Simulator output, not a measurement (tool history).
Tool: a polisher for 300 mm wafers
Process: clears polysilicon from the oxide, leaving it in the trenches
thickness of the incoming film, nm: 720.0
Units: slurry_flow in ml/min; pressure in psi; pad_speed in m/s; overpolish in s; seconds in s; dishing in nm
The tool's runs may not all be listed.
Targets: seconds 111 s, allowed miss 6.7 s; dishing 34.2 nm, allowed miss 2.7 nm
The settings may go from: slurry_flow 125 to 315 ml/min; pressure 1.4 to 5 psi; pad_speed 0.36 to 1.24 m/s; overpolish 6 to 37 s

| run | hour | slurry_flow | pressure | pad_speed | overpolish | seconds | dishing |
|---|---|---|---|---|---|---|---|
| 1 | 0 | 205 | 3.2 | 0.8 | 19 | 62.838 | 51.624 |
| 2 | 8.1 | 250 | 3.2 | 0.8 | 19 | 60.542 | 52.148 |
| 3 | 10.5 | 250 | 3.9 | 0.8 | 19 | 51.176 | 52.377 |
| 4 | 17.4 | 230 | 3.7 | 0.74 | 17 | 58.059 | 53.038 |
| 5 | 25.4 | 230 | 4.3 | 0.74 | 17 | 48.935 | 51.286 |
| 6 | 26.2 | 230 | 5 | 0.74 | 17 | 44.604 | 50.123 |
| 7 | 31.6 | 210 | 4.7 | 0.68 | 15 | 51.696 | 50.63 |
| 8 | 36.6 | 195 | 4.5 | 0.62 | 13 | 56.953 | 49.038 |
| 9 | 41.3 | 185 | 4.2 | 0.58 | 12 | 65.313 | 47.758 |
| 10 | 45.8 | 175 | 4 | 0.54 | 11 | 75.327 | 45.02 |
| 11 | 51.7 | 165 | 3.9 | 0.5 | 10 | 83.671 | 41.744 |
| 12 | 53.7 | 160 | 3.9 | 0.48 | 9 | 84.429 | 39.057 |
| 13 | 60.7 | 160 | 3.8 | 0.48 | 9 | 90.31 | 38.925 |
| 14 | 65 | 155 | 3.7 | 0.48 | 8 | 93.664 | 35.781 |
| 15 | 71 | 155 | 3.6 | 0.48 | 8 | 95.308 | 34.983 |

4 next moves are on the table. One of them brings every result within its allowed miss. Which?
| A | 77 | 150 | 3.6 | 0.36 | 10 | ? | ? |
| B | 77 | 125 | 3.5 | 0.38 | 10 | ? | ? |
| C | 77 | 140 | 3.3 | 0.46 | 9 | ? | ? |
| D | 77 | 205 | 3.4 | 0.36 | 17 | ? | ? |

| move | seconds | dishing |
|---|---|---|
| A | 124.49 | 33.196 |
| B | 125.78 | 33.003 |
| C | 108.54 | 33.789 |
| D | 125.29 | 42.351 |
A: takes the result that was furthest off past its target
B: takes the result that was furthest off past its target
C: meets every target
D: takes the result that was furthest off past its target
Move C is the one to make.

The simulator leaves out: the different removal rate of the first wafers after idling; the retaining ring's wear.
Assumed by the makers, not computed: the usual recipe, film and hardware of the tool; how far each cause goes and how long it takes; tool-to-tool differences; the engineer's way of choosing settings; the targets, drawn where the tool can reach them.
